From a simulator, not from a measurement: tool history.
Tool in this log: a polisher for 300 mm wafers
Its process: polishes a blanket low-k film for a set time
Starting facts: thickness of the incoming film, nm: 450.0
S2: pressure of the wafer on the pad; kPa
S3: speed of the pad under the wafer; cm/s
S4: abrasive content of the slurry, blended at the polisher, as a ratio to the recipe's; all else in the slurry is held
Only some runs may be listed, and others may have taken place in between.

run 1 hour=0.0 | flow_of_slurry_(ml/min)=190 S2=11.0 S3=78 S4=1.0 polishing_time_(s)=113 | film_removed_(nm)=35.531
run 2 hour=6.2 | flow_of_slurry_(ml/min)=220 S2=11.0 S3=78 S4=1.0 polishing_time_(s)=113 | film_removed_(nm)=36.070
run 3 hour=10.2 | flow_of_slurry_(ml/min)=220 S2=8.3 S3=78 S4=1.0 polishing_time_(s)=113 | film_removed_(nm)=27.258
run 4 hour=18.2 | flow_of_slurry_(ml/min)=220 S2=9.7 S3=78 S4=1.0 polishing_time_(s)=113 | film_removed_(nm)=31.785
-- hour=27.1 slurry nozzle cleaned
run 5 hour=27.1 | flow_of_slurry_(ml/min)=220 S2=10.3 S3=78 S4=1.0 polishing_time_(s)=113 | film_removed_(nm)=35.105
run 6 hour=34.1 | flow_of_slurry_(ml/min)=220 S2=13.1 S3=78 S4=1.0 polishing_time_(s)=113 | film_removed_(nm)=43.843
run 7 hour=35.6 | flow_of_slurry_(ml/min)=220 S2=13.8 S3=78 S4=1.0 polishing_time_(s)=113 | film_removed_(nm)=45.343

Estimate the outcome of run 8 from the log above:
run 8 hour=38.0 | flow_of_slurry_(ml/min)=220 S2=13.8 S3=78 S4=1.0 polishing_time_(s)=113 | film_removed_(nm)=?

Run 8 produced film removed (nm) 44.731.
